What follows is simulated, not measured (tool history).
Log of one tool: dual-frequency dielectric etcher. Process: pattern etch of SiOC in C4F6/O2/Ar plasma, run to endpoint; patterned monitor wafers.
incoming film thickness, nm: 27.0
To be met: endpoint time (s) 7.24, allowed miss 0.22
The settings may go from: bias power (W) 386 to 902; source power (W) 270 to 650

run  hour  bias power (W)  source power (W)  endpoint time (s)
  1     0             644               460             8.6364
  2   6.6             644               380             9.3197
  3  13.5             530               380             9.8481
  4  18.7             530               300             10.492
  5  22.6             530               270             10.953
  6  26.4             530               270             10.808
  7  31.3             567               300             10.418
  8  36.3             597               330             10.081
  9  43.4             618               360             9.5061
 10  44.5             747               460             8.4173
 11  48.5             758               470             8.2814

4 next moves are on the table. One of them brings every result within its allowed miss. Which?
  A  52.5             647               290                  ?
  B  52.5             751               500                  ?
  C  52.5             612               310                  ?
  D  52.5             834               610                  ?

move  endpoint time (s)
   A             10.272
   B             8.1146
   C             10.187
   D             7.3292
A: further off than the last run
B: nearer than the last run, and not there yet
C: further off than the last run
D: meets every target
Move D is the one to make.

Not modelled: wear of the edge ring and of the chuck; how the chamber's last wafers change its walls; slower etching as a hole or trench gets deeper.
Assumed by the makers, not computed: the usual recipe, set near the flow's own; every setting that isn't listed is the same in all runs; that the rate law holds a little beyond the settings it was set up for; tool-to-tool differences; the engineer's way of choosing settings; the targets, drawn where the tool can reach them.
